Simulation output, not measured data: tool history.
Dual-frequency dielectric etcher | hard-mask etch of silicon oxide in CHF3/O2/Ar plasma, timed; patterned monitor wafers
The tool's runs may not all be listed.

run  hour  source power (W)  bias power (W)  etch time (s)  mean etch depth across the wafer (angstrom)
  1   0.0               520             164           26.5                                       534.70
  2   7.5               440             164           26.5                                       487.50
  3   9.5               520             164           26.5                                       534.56
  4  14.4               520             188           26.5                                       553.42
  5  17.6               470             188           26.5                                       527.76
  6  26.6               390             188           26.5                                       475.25
  7  33.5               370             178           26.5                                       452.55
  8  42.0               310             148           26.5                                       381.70

Forecast run 9:
  9  46.4               320             148           26.5                                            ?

{"run 9": {"mean etch depth across the wafer (angstrom)": 392.7}}

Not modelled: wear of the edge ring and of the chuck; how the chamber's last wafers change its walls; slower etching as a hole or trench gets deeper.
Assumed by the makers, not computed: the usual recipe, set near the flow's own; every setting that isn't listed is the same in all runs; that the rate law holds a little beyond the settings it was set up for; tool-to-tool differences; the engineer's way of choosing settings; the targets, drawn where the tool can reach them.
